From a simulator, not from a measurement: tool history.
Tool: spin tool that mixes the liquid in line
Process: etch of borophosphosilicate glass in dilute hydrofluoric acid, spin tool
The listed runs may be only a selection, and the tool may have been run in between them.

run,day,temperature setpoint of the liquid (K),parts of water to one part of 49 % hydrofluoric acid (parts by volume),time under the liquid (s),thickness taken off the borophosphosilicate glass on a monitor wafer (angstrom)
1,0.000,295.15,285,300,464.50
2,0.325,298.65,285,300,516.91
3,0.546,297.65,300,300,480.86
4,0.800,297.65,300,300,476.16
# day 0.858: hydrofluoric acid flow meter replaced
5,0.858,296.65,315,300,386.63
6,1.150,296.65,315,300,384.64
7,1.388,296.65,315,300,384.78

Expected results for the next run?
8,1.629,295.65,320,300,?

{"run 8": {"thickness taken off the borophosphosilicate glass on a monitor wafer (angstrom)": 369.57}}
